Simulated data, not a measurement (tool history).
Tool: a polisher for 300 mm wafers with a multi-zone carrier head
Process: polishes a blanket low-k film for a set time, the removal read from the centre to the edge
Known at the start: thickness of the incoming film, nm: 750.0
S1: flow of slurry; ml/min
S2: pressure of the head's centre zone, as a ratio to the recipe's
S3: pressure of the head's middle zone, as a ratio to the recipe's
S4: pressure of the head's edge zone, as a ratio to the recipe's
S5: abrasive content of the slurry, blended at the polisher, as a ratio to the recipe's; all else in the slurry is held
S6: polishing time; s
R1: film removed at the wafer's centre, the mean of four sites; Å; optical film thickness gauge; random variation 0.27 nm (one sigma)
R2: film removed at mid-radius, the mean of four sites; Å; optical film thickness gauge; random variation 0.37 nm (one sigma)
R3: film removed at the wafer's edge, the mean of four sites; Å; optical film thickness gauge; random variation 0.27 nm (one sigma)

| run | hour | S1 | S2 | S3 | S4 | S5 | S6 | R1 | R2 | R3 |
|---|---|---|---|---|---|---|---|---|---|---|
| 1 | 0.0 | 180 | 1.00 | 1.00 | 1.00 | 1.00 | 60 | 285.56 | 288.92 | 282.33 |
| 2 | 7.9 | 180 | 1.00 | 1.00 | 0.95 | 1.00 | 60 | 280.56 | 293.63 | 281.12 |
| 3 | 9.3 | 180 | 1.02 | 1.01 | 0.94 | 0.90 | 60 | 270.60 | 273.81 | 260.37 |
| 4 | 16.0 | 180 | 1.02 | 1.01 | 0.94 | 0.90 | 71 | 324.33 | 323.54 | 306.42 |
| 5 | 16.6 | 150 | 1.02 | 1.01 | 0.94 | 0.90 | 71 | 309.61 | 311.44 | 302.51 |
| 6 | 21.6 | 150 | 1.02 | 1.01 | 0.94 | 1.10 | 71 | 343.80 | 350.91 | 339.35 |
| 7 | 26.0 | 160 | 1.02 | 1.02 | 0.93 | 0.95 | 70 | 319.84 | 333.25 | 305.51 |
| 8 | 34.4 | 160 | 1.02 | 1.02 | 0.92 | 0.85 | 70 | 291.92 | 300.12 | 283.57 |
| 9 | 41.9 | 160 | 1.03 | 1.03 | 0.90 | 0.80 | 70 | 281.25 | 284.07 | 263.09 |

The next listed run, before its measurement:
| 10 | 46.3 | 155 | 1.03 | 1.04 | 0.88 | 0.80 | 70 | ? | ? | ? |

R1: 283.11 Å
R2: 292.63 Å
R3: 258.37 Å
